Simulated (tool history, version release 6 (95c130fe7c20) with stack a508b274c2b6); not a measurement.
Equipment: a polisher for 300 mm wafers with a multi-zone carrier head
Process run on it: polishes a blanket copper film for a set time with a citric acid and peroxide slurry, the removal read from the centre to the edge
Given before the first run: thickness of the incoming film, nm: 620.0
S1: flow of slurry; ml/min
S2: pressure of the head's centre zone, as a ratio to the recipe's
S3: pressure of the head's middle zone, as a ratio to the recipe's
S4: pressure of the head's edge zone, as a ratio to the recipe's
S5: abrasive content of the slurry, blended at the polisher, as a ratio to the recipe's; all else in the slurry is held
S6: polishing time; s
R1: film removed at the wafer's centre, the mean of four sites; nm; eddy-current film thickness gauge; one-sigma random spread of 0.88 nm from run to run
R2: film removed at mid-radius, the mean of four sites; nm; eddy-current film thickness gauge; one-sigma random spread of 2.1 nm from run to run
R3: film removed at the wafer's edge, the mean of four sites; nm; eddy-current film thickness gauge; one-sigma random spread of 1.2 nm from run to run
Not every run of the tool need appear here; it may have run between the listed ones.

run  hour   S1    S2    S3    S4    S5  S6      R1      R2      R3
  1     0  320     1     1     1     1  33  111.57  115.84  107.75
  2   2.3  315  0.98  0.99  1.02  1.05  34  115.01  120.02   113.7
  3   5.9  315  0.98  0.99  1.02  1.05  41  138.28  145.48  135.89
  4   8.6  315  0.94  0.99  1.02  1.05  41  133.29  143.54  137.77
  5  16.7  245  0.94  0.99  1.02  1.05  41  130.53     138  134.51
  6    21  255  0.93  0.99  1.04   1.1  41  130.57  140.61  139.76
  7  27.1  265  0.93  0.99  1.06  1.15  41   131.3  141.23   140.7

Run 8, settings as shown, results not yet in. Your forecast:
  8  27.9  270  0.92  0.99  1.08  1.2  41   ?   ?   ?

{"run 8": {"R1": 133.93, "R2": 144.26, "R3": 145.29}}
